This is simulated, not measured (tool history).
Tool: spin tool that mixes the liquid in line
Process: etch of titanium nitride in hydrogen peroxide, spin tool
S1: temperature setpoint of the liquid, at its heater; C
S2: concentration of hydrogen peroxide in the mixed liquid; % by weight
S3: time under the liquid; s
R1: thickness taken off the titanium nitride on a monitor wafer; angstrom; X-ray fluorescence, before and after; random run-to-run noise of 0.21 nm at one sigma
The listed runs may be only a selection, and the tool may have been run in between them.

run,hour,S1,S2,S3,R1
1,0,52,18,300,252.53
2,6.9,53,18,300,272.56
3,10.1,54,18,300,293.6
4,16,54,18,320,314.35
5,22.1,54,18,320,312.96
6,26.2,54,18,320,313.19
7,28.4,54.5,18,320,325.02
8,36.4,55,18,320,331.63

Expected results for the next run?
9,40.1,55,18,320,?

{"run 9": {"R1": 339.45}}
